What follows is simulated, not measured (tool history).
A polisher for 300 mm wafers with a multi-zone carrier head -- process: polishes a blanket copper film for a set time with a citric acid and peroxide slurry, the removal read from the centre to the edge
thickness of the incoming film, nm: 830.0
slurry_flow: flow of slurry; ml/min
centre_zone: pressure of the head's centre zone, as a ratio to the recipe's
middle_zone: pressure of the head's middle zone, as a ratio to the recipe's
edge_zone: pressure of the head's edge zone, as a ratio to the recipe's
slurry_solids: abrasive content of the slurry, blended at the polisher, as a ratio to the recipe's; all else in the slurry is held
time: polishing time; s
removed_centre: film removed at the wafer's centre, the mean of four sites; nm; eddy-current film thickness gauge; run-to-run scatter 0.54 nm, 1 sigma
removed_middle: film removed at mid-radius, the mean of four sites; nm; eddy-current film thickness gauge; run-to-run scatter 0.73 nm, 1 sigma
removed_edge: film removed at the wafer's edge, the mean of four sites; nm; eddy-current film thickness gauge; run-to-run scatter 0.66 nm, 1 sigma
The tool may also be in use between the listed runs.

run	hour	slurry_flow	centre_zone	middle_zone	edge_zone	slurry_solids	time	removed_centre	removed_middle	removed_edge
1	0	280	1	1	1	1	47	144.92	132.1	133.5
2	8	280	1	1	1	1.15	47	148.37	137.47	138.79
3	15.4	345	1	1	1	1.15	47	151.86	140.25	142.42
4	17.7	325	0.94	1.02	0.98	0.95	42	121.61	120.76	116.66
5	24.9	325	1.02	1.02	0.98	0.95	42	132.8	118.94	117.67
6	27.9	325	1.02	1.02	0.98	1.1	42	135.67	124.05	123.39

Run 7, settings as shown, results not yet in. Your forecast:
7	33.9	310	0.96	1.03	0.99	0.95	38	?	?	?

{"run 7": {"removed_centre": 110.2, "removed_middle": 107.92, "removed_edge": 109.06}}
